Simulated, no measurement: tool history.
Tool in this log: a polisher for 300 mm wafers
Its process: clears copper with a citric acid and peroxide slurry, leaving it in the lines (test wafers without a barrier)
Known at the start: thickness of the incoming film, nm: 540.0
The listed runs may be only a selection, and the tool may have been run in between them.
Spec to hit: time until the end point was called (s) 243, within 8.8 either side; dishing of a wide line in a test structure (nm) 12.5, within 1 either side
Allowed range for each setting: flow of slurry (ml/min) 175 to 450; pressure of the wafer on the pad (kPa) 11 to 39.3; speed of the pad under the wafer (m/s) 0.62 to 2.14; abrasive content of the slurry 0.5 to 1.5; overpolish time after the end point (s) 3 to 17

| run | hour | flow of slurry (ml/min) | pressure of the wafer on the pad (kPa) | speed of the pad under the wafer (m/s) | abrasive content of the slurry | overpolish time after the end point (s) | time until the end point was called (s) | dishing of a wide line in a test structure (nm) |
|---|---|---|---|---|---|---|---|---|
| 1 | 0 | 290 | 24.8 | 1.38 | 1 | 9 | 169.38 | 18.516 |
| 2 | 8.9 | 290 | 24.8 | 1.38 | 0.8 | 9 | 176.45 | 18.87 |
| 3 | 14.1 | 290 | 24.8 | 1.38 | 0.7 | 9 | 177.75 | 18.115 |
| 4 | 17.3 | 290 | 23.4 | 1.38 | 0.7 | 9 | 187.45 | 18.024 |
| 5 | 18.5 | 235 | 23.4 | 1.38 | 0.7 | 9 | 192.54 | 17.183 |
| 6 | 22.7 | 235 | 22.1 | 1.38 | 0.7 | 9 | 195.97 | 16.493 |
| 7 | 27.3 | 235 | 20.7 | 1.38 | 0.7 | 9 | 206.18 | 15.603 |
| 8 | 28.7 | 235 | 20.7 | 1.38 | 0.7 | 9 | 211.3 | 15.6 |
| 9 | 29.7 | 235 | 20 | 1.38 | 0.7 | 9 | 220.37 | 14.707 |
| 10 | 33.9 | 235 | 19.3 | 1.38 | 0.7 | 9 | 219.36 | 15.391 |
| 11 | 41.1 | 235 | 18.6 | 1.38 | 0.7 | 9 | 224.36 | 14.945 |

Pick the move, out of 5, that brings all results within their allowed miss; only one does.
| A | 48.3 | 255 | 24.1 | 1.3 | 0.85 | 7 | ? | ? |
| B | 48.3 | 230 | 15.2 | 1.32 | 0.8 | 10 | ? | ? |
| C | 48.3 | 245 | 18.6 | 1.26 | 0.7 | 13 | ? | ? |
| D | 48.3 | 230 | 21.4 | 1.14 | 0.65 | 8 | ? | ? |
| E | 48.3 | 225 | 21.4 | 1 | 0.75 | 11 | ? | ? |

| move | time until the end point was called (s) | dishing of a wide line in a test structure (nm) |
|---|---|---|
| A | 190.4 | 13.554 |
| B | 265.94 | 13.724 |
| C | 242.68 | 18.972 |
| D | 242.65 | 12.227 |
| E | 266.28 | 15.06 |
A: the biggest miss grows against the last run
B: the biggest miss grows against the last run
C: the biggest miss grows against the last run
D: every result within its allowed miss
E: the biggest miss grows against the last run
Correct choice: D, which meets every target

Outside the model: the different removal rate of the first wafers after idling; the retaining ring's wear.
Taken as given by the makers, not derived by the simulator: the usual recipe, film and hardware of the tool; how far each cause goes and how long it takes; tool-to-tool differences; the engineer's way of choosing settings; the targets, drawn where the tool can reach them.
